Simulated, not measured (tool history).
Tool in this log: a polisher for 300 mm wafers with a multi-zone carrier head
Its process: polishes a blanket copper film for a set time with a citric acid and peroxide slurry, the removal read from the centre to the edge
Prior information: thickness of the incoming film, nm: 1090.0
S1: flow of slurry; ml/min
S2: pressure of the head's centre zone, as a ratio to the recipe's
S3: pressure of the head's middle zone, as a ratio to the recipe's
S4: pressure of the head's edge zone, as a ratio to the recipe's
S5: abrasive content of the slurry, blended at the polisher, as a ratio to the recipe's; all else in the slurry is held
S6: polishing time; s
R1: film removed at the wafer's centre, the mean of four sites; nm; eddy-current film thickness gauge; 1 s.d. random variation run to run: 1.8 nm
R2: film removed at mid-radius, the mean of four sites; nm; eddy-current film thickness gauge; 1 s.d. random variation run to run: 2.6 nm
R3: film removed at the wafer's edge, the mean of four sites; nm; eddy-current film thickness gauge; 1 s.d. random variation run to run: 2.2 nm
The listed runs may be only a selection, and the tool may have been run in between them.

{"run": 1, "hour": 0.0, "S1": 255, "S2": 1.0, "S3": 1.0, "S4": 1.0, "S5": 1.0, "S6": 67, "R1": 181.68, "R2": 178.37, "R3": 175.06}
{"run": 2, "hour": 7.1, "S1": 260, "S2": 0.96, "S3": 1.03, "S4": 1.05, "S5": 1.15, "S6": 68, "R1": 184.07, "R2": 193.12, "R3": 185.09}
{"run": 3, "hour": 11.7, "S1": 260, "S2": 0.91, "S3": 1.03, "S4": 1.09, "S5": 1.25, "S6": 70, "R1": 186.95, "R2": 203.38, "R3": 199.54}
{"run": 4, "hour": 16.0, "S1": 265, "S2": 0.88, "S3": 1.04, "S4": 1.12, "S5": 1.3, "S6": 70, "R1": 186.48, "R2": 206.3, "R3": 205.35}
{"run": 5, "hour": 19.0, "S1": 265, "S2": 0.88, "S3": 1.0, "S4": 1.12, "S5": 1.3, "S6": 70, "R1": 181.7, "R2": 200.07, "R3": 206.54}
{"run": 6, "hour": 22.4, "S1": 265, "S2": 0.86, "S3": 1.03, "S4": 1.14, "S5": 1.35, "S6": 70, "R1": 179.38, "R2": 209.59, "R3": 209.42}

For run 7, what comes out?
{"run": 7, "hour": 23.6, "S1": 270, "S2": 0.86, "S3": 1.04, "S4": 1.16, "S5": 1.4, "S6": 70, "R1": "?", "R2": "?", "R3": "?"}

R1: 183.87 nm
R2: 215.24 nm
R3: 212.68 nm

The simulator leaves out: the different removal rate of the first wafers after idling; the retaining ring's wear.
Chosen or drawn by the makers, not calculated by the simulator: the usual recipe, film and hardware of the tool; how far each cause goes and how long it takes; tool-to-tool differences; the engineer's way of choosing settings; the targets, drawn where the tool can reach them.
